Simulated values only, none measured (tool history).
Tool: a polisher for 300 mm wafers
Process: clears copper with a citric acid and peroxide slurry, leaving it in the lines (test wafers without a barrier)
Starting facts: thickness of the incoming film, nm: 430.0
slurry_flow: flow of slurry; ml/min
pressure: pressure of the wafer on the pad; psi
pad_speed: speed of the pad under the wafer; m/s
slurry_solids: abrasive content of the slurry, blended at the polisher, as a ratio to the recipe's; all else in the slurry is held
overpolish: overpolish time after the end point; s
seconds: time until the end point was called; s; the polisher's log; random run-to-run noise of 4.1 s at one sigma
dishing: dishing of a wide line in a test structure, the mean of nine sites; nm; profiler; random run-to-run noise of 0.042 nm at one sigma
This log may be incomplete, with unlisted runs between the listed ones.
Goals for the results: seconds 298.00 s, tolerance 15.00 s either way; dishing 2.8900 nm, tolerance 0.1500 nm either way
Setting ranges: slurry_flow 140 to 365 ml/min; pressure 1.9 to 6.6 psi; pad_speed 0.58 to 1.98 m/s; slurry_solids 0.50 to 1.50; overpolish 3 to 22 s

run,day,slurry_flow,pressure,pad_speed,slurry_solids,overpolish,seconds,dishing
1,0.000,235,4.2,1.28,1.00,11,122.10,24.0400
2,0.042,225,3.9,1.18,0.95,10,144.43,18.4170
3,0.071,225,4.9,1.18,0.95,10,117.58,22.6640
4,0.392,225,4.9,1.18,0.85,10,118.50,22.2670
5,0.425,215,4.5,1.10,0.80,9,141.17,17.0980
6,0.621,215,4.5,1.10,1.00,9,130.65,18.2030
7,0.921,205,4.1,1.02,0.95,8,160.05,13.8180
8,1.104,195,3.8,0.96,0.95,7,186.38,10.7580
9,1.458,185,3.5,0.90,1.05,6,209.17,8.4190
10,1.712,180,3.3,0.86,1.10,6,228.56,7.5338
11,1.933,175,3.2,0.82,1.15,6,235.52,7.0033
12,2.296,170,3.1,0.78,1.20,6,258.92,6.5917
13,2.583,165,2.9,0.78,1.25,6,270.42,6.2227
14,2.738,160,2.8,0.76,1.30,6,286.56,6.0907
15,2.933,160,2.8,0.74,1.20,6,298.28,5.6638

Below are 5 possible settings for the next run. Only one of them brings all results inside the allowed miss of their targets. Which is it?
A,3.129,150,3.4,0.62,1.15,3,?,?
B,3.129,195,2.6,0.80,1.20,8,?,?
C,3.129,160,2.4,0.78,1.15,3,?,?
D,3.129,165,2.6,0.72,1.20,3,?,?
E,3.129,140,2.4,0.88,1.15,17,?,?

move,seconds,dishing
A,293.42,2.9063
B,287.48,7.7343
C,331.83,2.5702
D,323.42,2.6371
E,307.94,14.8170
A: all results land within tolerance of their targets
B: further off than the last run
C: pushes the last run's worst result past its target
D: pushes the last run's worst result past its target
E: further off than the last run
A is the move that brings every result within its allowed miss.
